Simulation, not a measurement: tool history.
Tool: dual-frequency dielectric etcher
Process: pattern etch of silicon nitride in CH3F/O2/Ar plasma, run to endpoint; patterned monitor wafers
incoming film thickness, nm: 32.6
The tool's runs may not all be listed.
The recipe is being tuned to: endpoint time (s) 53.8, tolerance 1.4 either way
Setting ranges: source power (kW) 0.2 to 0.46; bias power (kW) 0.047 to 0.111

run    day  source power (kW)  bias power (kW)  endpoint time (s)
  1      0               0.33            0.079             47.189
  2  0.354               0.33             0.07             48.794
  3  0.642               0.33            0.084             46.205
  4  0.729                0.3            0.081             48.708
     0.775  -- source power generator calibrated
  5  0.775                0.3            0.076             50.407
  6  1.071                0.3            0.085             48.656
  7  1.217               0.28            0.084              50.39
  8  1.567               0.27            0.083             51.401
  9  1.875               0.26            0.083             51.993

Consider the 5 candidate settings below. Which is the only one whose results all fall within their allowed miss of target?
  A  2.183               0.28            0.095                  ?
  B  2.183               0.26            0.076                  ?
  C  2.183                0.3            0.081                  ?
  D  2.183               0.32             0.07                  ?
  E  2.183               0.26             0.09                  ?

move  endpoint time (s)
   A             48.295
   B             53.304
   C             49.365
   D             50.212
   E             50.607
A: misses by more than the last run did
B: every result within its allowed miss
C: misses by more than the last run did
D: misses by more than the last run did
E: misses by more than the last run did
Answer: B

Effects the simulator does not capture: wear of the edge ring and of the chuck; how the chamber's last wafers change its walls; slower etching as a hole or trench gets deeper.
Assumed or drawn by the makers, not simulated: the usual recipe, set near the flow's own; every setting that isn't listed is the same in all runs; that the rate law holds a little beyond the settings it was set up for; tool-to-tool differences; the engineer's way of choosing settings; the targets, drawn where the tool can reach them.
